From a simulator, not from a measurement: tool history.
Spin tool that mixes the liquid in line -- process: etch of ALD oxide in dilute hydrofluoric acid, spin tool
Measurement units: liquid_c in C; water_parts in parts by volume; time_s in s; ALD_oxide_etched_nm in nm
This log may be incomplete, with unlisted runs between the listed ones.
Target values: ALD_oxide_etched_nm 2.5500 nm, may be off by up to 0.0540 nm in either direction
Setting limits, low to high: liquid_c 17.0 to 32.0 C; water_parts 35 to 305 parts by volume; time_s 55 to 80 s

Run 1, hour 0.0: liquid_c 24.0 C, water_parts 170 parts by volume, time_s 80 s. Result: ALD_oxide_etched_nm 4.2961 nm.
Run 2, hour 1.0: liquid_c 24.0 C, water_parts 110 parts by volume, time_s 80 s. Result: ALD_oxide_etched_nm 7.1693 nm.
Run 3, hour 5.5: liquid_c 24.0 C, water_parts 60 parts by volume, time_s 80 s. Result: ALD_oxide_etched_nm 14.0030 nm.
Run 4, hour 10.8: liquid_c 24.0 C, water_parts 60 parts by volume, time_s 55 s. Result: ALD_oxide_etched_nm 9.7451 nm.
Run 5, hour 16.1: liquid_c 24.0 C, water_parts 60 parts by volume, time_s 80 s. Result: ALD_oxide_etched_nm 14.0290 nm.
Run 6, hour 22.1: liquid_c 23.0 C, water_parts 80 parts by volume, time_s 80 s. Result: ALD_oxide_etched_nm 9.7690 nm.
Run 7, hour 28.2: liquid_c 22.0 C, water_parts 95 parts by volume, time_s 80 s. Result: ALD_oxide_etched_nm 7.7945 nm.
Run 8, hour 29.0: liquid_c 21.0 C, water_parts 110 parts by volume, time_s 80 s. Result: ALD_oxide_etched_nm 6.4203 nm.
Run 9, hour 30.5: liquid_c 20.5 C, water_parts 120 parts by volume, time_s 80 s. Result: ALD_oxide_etched_nm 5.6093 nm.
Run 10, hour 37.2: liquid_c 20.5 C, water_parts 120 parts by volume, time_s 80 s. Result: ALD_oxide_etched_nm 5.6673 nm.
Run 11, hour 41.8: liquid_c 17.0 C, water_parts 190 parts by volume, time_s 80 s. Result: ALD_oxide_etched_nm 2.9133 nm.
Run 12, hour 50.6: liquid_c 17.0 C, water_parts 195 parts by volume, time_s 80 s. Result: ALD_oxide_etched_nm 2.7979 nm.
Run 13, hour 58.9: liquid_c 17.0 C, water_parts 200 parts by volume, time_s 80 s. Result: ALD_oxide_etched_nm 2.7312 nm.
Run 14, hour 64.1: liquid_c 17.0 C, water_parts 205 parts by volume, time_s 80 s. Result: ALD_oxide_etched_nm 2.6366 nm.

Exercise: of the 4 proposed moves below, exactly one satisfies all targets within the stated allowed misses. Which move is it?
Run A, hour 69.3: liquid_c 17.5 C, water_parts 205 parts by volume, time_s 80 s. Result: ALD_oxide_etched_nm ?.
Run B, hour 69.3: liquid_c 17.0 C, water_parts 200 parts by volume, time_s 80 s. Result: ALD_oxide_etched_nm ?.
Run C, hour 69.3: liquid_c 17.0 C, water_parts 200 parts by volume, time_s 75 s. Result: ALD_oxide_etched_nm ?.
Run D, hour 69.3: liquid_c 22.5 C, water_parts 225 parts by volume, time_s 75 s. Result: ALD_oxide_etched_nm ?.

move  ALD_oxide_etched_nm
   A               2.6602
   B               2.6869
   C               2.5190
   D               2.6867
A: further off than the last run
B: further off than the last run
C: in spec on every target
D: further off than the last run
Move C is the one to make.

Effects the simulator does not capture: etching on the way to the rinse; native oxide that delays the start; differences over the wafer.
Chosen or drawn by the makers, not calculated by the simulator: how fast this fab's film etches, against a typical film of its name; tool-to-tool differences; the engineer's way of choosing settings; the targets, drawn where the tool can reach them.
